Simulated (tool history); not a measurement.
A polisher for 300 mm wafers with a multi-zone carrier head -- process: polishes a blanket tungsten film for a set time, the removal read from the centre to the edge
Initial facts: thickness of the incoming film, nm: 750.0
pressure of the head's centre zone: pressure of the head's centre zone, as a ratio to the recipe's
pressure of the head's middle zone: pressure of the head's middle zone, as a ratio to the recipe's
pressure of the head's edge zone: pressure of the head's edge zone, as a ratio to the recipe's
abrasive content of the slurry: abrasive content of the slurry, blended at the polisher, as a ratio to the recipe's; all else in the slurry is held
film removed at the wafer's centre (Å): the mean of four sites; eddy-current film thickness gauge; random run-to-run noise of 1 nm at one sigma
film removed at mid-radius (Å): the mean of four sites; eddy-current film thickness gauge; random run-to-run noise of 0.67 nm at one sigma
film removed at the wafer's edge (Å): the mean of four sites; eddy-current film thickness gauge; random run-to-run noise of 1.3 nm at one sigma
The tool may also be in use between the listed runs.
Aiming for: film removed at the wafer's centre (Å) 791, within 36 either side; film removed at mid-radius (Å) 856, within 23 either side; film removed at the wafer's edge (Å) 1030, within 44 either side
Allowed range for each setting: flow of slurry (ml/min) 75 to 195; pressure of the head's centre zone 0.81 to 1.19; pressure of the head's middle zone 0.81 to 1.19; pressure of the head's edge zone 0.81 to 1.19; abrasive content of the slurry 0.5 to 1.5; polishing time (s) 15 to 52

run,hour,flow of slurry (ml/min),pressure of the head's centre zone,pressure of the head's middle zone,pressure of the head's edge zone,abrasive content of the slurry,polishing time (s),film removed at the wafer's centre (Å),film removed at mid-radius (Å),film removed at the wafer's edge (Å)
1,0,125,1,1,1,1,33,1658.5,1633.1,1665.4
2,6.4,125,0.97,1,1,1,33,1578.1,1636.9,1647.4
3,12.1,115,0.95,0.97,1.01,0.9,31,1422.2,1437.7,1542.7
4,16.6,115,0.95,0.97,1.01,0.8,31,1364.6,1398.4,1530.6
5,19.7,110,0.93,0.95,0.99,0.75,29,1264.4,1254.1,1391.6
6,28.7,110,0.93,0.95,0.99,0.75,34,1419.3,1471.4,1585.2
7,33.7,105,0.91,0.95,0.99,0.7,32,1304.4,1361.9,1495.6
8,38.9,100,0.89,0.95,0.99,0.65,30,1181.9,1241.3,1383.7
9,41.1,95,0.87,0.95,0.99,0.6,28,1054.9,1136.9,1228
10,43.2,90,0.86,0.94,1.01,0.6,27,978.99,1070.6,1184.5
11,46.5,90,0.85,0.93,1.02,0.6,26,918.88,1014.5,1144.6
12,51,90,0.84,0.92,1.02,0.6,26,926.73,1009.5,1148.3
13,57.7,90,0.83,0.91,1.02,0.6,26,884.01,1002.9,1160.9
14,66.4,90,0.83,0.9,1.02,0.6,26,904.74,1006.3,1155.9
15,72.4,90,0.83,0.89,1.02,0.6,26,914.28,989.65,1172.8
16,76.1,90,0.83,0.89,1.02,0.6,25,865.99,942.55,1123.8

Which single option among these 5 for the next run brings every result within its allowed miss of target? Just one does.
A,79.8,75,0.88,0.96,1.03,0.5,22,?,?,?
B,79.8,120,0.83,0.81,0.89,0.5,22,?,?,?
C,79.8,85,0.84,0.89,1.04,0.6,23,?,?,?
D,79.8,75,0.82,1.05,0.98,0.6,22,?,?,?
E,79.8,105,0.81,0.92,1,0.55,20,?,?,?

move,film removed at the wafer's centre (Å),film removed at mid-radius (Å),film removed at the wafer's edge (Å)
A,720.68,799.14,926.29
B,793.51,803.28,952.5
C,777.89,846.24,1029.2
D,694.02,882.5,932.53
E,689.96,789.38,901.97
A: moves the result that the last run missed by most past its target, out the other side
B: moves the result that the last run missed by most past its target, out the other side
C: all results in spec
D: nearer than the last run, and not there yet
E: moves the result that the last run missed by most past its target, out the other side
So the answer is move C, the one that meets all the targets.

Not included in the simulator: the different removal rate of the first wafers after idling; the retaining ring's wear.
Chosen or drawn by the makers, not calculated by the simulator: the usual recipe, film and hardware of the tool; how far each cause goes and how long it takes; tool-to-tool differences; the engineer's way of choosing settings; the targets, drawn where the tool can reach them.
